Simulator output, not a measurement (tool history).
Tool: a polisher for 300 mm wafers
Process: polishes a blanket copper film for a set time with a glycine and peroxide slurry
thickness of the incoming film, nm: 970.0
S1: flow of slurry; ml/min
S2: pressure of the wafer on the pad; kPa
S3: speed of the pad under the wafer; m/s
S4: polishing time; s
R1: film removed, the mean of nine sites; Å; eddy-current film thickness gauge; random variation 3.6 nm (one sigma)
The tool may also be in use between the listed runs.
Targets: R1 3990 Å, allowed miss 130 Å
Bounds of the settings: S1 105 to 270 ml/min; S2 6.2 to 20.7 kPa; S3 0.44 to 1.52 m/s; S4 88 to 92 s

Run 1, day 0: S1 175 ml/min, S2 13.1 kPa, S3 0.98 m/s, S4 88 s. Result: R1 2647.2 Å.
Run 2, day 0.271: S1 175 ml/min, S2 13.1 kPa, S3 0.98 m/s, S4 92 s. Result: R1 2805.9 Å.
Run 3, day 0.4: S1 180 ml/min, S2 14.5 kPa, S3 0.98 m/s, S4 92 s. Result: R1 2997.6 Å.
Run 4, day 0.683: S1 180 ml/min, S2 12.4 kPa, S3 0.98 m/s, S4 92 s. Result: R1 2690.3 Å.
Run 5, day 0.862: S1 180 ml/min, S2 12.4 kPa, S3 1.08 m/s, S4 92 s. Result: R1 2925.8 Å.
Run 6, day 1.1: S1 215 ml/min, S2 12.4 kPa, S3 1.08 m/s, S4 92 s. Result: R1 3014 Å.
Run 7, day 1.146: S1 215 ml/min, S2 13.1 kPa, S3 1.08 m/s, S4 92 s. Result: R1 3061.6 Å.
Run 8, day 1.25: S1 215 ml/min, S2 13.8 kPa, S3 1.08 m/s, S4 92 s. Result: R1 3204 Å.
Run 9, day 1.558: S1 215 ml/min, S2 13.8 kPa, S3 1.08 m/s, S4 92 s. Result: R1 3214 Å.
Run 10, day 1.704: S1 215 ml/min, S2 14.5 kPa, S3 1.08 m/s, S4 92 s. Result: R1 3342.6 Å.
Run 11, day 1.862: S1 215 ml/min, S2 15.2 kPa, S3 1.08 m/s, S4 92 s. Result: R1 3428 Å.
Run 12, day 2.171: S1 215 ml/min, S2 15.9 kPa, S3 1.08 m/s, S4 92 s. Result: R1 3615.6 Å.
Run 13, day 2.338: S1 215 ml/min, S2 16.5 kPa, S3 1.08 m/s, S4 92 s. Result: R1 3798 Å.
Run 14, day 2.654: S1 215 ml/min, S2 17.2 kPa, S3 1.08 m/s, S4 92 s. Result: R1 3882.2 Å.

5 next moves are on the table. One of them brings every result within its allowed miss. Which?
Run A, day 2.971: S1 195 ml/min, S2 15.9 kPa, S3 1.22 m/s, S4 88 s. Result: R1 ?.
Run B, day 2.971: S1 270 ml/min, S2 19.3 kPa, S3 0.88 m/s, S4 92 s. Result: R1 ?.
Run C, day 2.971: S1 175 ml/min, S2 20.7 kPa, S3 1.02 m/s, S4 89 s. Result: R1 ?.
Run D, day 2.971: S1 220 ml/min, S2 18.6 kPa, S3 0.94 m/s, S4 92 s. Result: R1 ?.
Run E, day 2.971: S1 205 ml/min, S2 17.2 kPa, S3 1.08 m/s, S4 91 s. Result: R1 ?.

move      R1
   A  3780.8
   B  3698.8
   C  4041.4
   D  3701.1
   E  3814.6
A: further off than the last run
B: further off than the last run
C: meets every target
D: further off than the last run
E: further off than the last run
Move C is the one to make.

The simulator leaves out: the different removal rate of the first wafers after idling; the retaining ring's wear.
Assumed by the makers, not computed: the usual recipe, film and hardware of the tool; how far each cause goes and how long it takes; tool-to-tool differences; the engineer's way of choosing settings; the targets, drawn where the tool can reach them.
